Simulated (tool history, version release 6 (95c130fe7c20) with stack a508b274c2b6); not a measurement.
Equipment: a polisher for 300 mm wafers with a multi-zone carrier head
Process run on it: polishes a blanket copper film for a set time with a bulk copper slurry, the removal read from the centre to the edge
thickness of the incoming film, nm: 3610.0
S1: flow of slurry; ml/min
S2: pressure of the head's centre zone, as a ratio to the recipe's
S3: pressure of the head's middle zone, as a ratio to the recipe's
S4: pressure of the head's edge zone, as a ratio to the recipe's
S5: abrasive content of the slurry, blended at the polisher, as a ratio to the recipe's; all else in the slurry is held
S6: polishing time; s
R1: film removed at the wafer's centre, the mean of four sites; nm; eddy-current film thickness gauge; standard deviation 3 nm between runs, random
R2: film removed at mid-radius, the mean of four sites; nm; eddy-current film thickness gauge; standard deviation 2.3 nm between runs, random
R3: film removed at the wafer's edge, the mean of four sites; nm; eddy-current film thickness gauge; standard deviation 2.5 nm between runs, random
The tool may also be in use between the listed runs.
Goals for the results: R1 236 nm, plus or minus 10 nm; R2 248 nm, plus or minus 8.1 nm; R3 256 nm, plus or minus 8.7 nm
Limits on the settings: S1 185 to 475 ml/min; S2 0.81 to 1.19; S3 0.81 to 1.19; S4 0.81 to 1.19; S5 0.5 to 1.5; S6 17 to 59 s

| run | day | S1 | S2 | S3 | S4 | S5 | S6 | R1 | R2 | R3 |
|---|---|---|---|---|---|---|---|---|---|---|
| 1 | 0 | 305 | 1 | 1 | 1 | 1 | 38 | 338.34 | 331.95 | 366.69 |
| 2 | 0.129 | 305 | 1 | 1.06 | 1 | 1 | 38 | 333.42 | 348.5 | 357.83 |
| 3 | 0.467 | 305 | 1 | 0.99 | 1 | 1 | 38 | 343.12 | 333.15 | 362.32 |
| 4 | 0.55 | 305 | 0.98 | 0.99 | 0.97 | 0.9 | 36 | 312.56 | 308.12 | 334.41 |
| 5 | 0.8 | 305 | 0.96 | 0.99 | 0.95 | 0.8 | 35 | 287.93 | 292.5 | 308.48 |
| 6 | 1.121 | 305 | 0.96 | 0.99 | 0.95 | 1 | 35 | 303.86 | 313.05 | 326.78 |
| 7 | 1.467 | 305 | 0.94 | 0.98 | 0.93 | 0.9 | 34 | 288.48 | 287.14 | 307.09 |
| 8 | 1.671 | 290 | 0.84 | 1.04 | 0.83 | 0.65 | 31 | 218.9 | 255.25 | 250.87 |
| 9 | 1.975 | 290 | 0.85 | 1.03 | 0.83 | 0.65 | 31 | 213.33 | 256.66 | 252.72 |
| 10 | 2.2 | 290 | 0.85 | 1.03 | 0.83 | 0.65 | 31 | 213.39 | 254.86 | 248.56 |
| 11 | 2.333 | 295 | 0.87 | 1.02 | 0.84 | 0.65 | 31 | 219.12 | 248.32 | 253.74 |

Of the 5 settings listed for the next run, only one would bring every result within its allowed miss of target. Which one?
| A | 2.467 | 230 | 0.83 | 0.99 | 0.88 | 0.75 | 30 | ? | ? | ? |
| B | 2.467 | 290 | 0.94 | 1.01 | 0.86 | 0.75 | 30 | ? | ? | ? |
| C | 2.467 | 310 | 0.89 | 1.03 | 0.81 | 0.65 | 30 | ? | ? | ? |
| D | 2.467 | 315 | 0.81 | 0.98 | 0.83 | 0.7 | 31 | ? | ? | ? |
| E | 2.467 | 325 | 0.82 | 1.05 | 0.85 | 0.6 | 30 | ? | ? | ? |

| move | R1 | R2 | R3 |
|---|---|---|---|
| A | 207.64 | 237.22 | 252.03 |
| B | 238.6 | 247.93 | 255.9 |
| C | 221.76 | 245.6 | 245.39 |
| D | 215.19 | 248.02 | 259.86 |
| E | 203.84 | 246.25 | 244.33 |
A: its largest miss is bigger than the last run's
B: meets every target
C: nearer the targets than the last run, but a result is still out of spec
D: its largest miss is bigger than the last run's
E: its largest miss is bigger than the last run's
The move that meets every target is B.

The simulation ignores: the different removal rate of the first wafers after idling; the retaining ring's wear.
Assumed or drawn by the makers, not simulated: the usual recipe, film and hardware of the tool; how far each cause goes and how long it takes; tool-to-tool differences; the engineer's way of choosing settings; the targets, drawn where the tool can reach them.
